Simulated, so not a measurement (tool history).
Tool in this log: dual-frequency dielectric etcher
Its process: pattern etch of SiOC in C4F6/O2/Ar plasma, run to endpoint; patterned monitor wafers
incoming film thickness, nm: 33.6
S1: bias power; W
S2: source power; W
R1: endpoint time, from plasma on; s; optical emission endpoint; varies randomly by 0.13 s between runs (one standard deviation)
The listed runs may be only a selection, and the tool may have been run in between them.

Run 1, hour 0: S1 439 W, S2 350 W. Result: R1 12.731 s.
Run 2, hour 2.9: S1 411 W, S2 330 W. Result: R1 13.227 s.
Run 3, hour 9.4: S1 449 W, S2 330 W. Result: R1 12.995 s.
Run 4, hour 11.8: S1 418 W, S2 310 W. Result: R1 13.761 s.
Run 5, hour 13.2: S1 399 W, S2 300 W. Result: R1 14.036 s.
Run 6, hour 14.8: S1 329 W, S2 300 W. Result: R1 15.283 s.
Run 7, hour 16.9: S1 329 W, S2 300 W. Result: R1 15.106 s.
Run 8, hour 22.7: S1 319 W, S2 290 W. Result: R1 15.534 s.
Run 9, hour 30.2: S1 310 W, S2 280 W. Result: R1 16.177 s.
Run 10, hour 33.3: S1 304 W, S2 280 W. Result: R1 16.497 s.
Run 11, hour 36.4: S1 300 W, S2 280 W. Result: R1 16.311 s.
Run 12, hour 41.4: S1 295 W, S2 280 W. Result: R1 16.431 s.
Run 13, hour 42.9: S1 291 W, S2 280 W. Result: R1 16.634 s.

Forecast run 14:
Run 14, hour 44.6: S1 288 W, S2 280 W. Result: R1 ?.

{"run 14": {"R1": 16.565}}

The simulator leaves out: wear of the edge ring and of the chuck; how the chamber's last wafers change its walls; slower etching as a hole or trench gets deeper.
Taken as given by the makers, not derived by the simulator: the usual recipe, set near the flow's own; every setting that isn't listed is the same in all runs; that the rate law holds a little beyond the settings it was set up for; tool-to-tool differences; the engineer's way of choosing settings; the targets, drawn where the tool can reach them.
